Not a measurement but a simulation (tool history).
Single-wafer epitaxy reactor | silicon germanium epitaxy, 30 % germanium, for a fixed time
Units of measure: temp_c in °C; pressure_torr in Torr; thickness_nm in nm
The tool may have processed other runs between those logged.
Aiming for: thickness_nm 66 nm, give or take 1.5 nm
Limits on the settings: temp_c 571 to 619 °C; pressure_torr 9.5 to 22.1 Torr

run,hour,temp_c,pressure_torr,thickness_nm
1,0,595,15.8,49.237
2,2.8,595,13.4,46.359
3,3.4,586,13.4,38.39
4,9.6,590,13.5,41.796
5,17.3,590,14.8,43.449
6,24.7,593,14.9,46.505
7,32.7,595,14.9,47.995
8,33.6,597,14.9,50.247

Of the 5 settings listed for the next run, only one would bring every result within its allowed miss of target. Which one?
A,34.5,578,13.3,?
B,34.5,612,16.1,?
C,34.5,583,13.4,?
D,34.5,614,11.9,?
E,34.5,583,13.8,?

move,thickness_nm
A,32.206
B,70.783
C,36.03
D,65.895
E,36.424
A: its largest miss is bigger than the last run's
B: the result that was furthest off in the last run now lies on the other side of its target
C: its largest miss is bigger than the last run's
D: meets every target
E: its largest miss is bigger than the last run's
Correct choice: D, which meets every target

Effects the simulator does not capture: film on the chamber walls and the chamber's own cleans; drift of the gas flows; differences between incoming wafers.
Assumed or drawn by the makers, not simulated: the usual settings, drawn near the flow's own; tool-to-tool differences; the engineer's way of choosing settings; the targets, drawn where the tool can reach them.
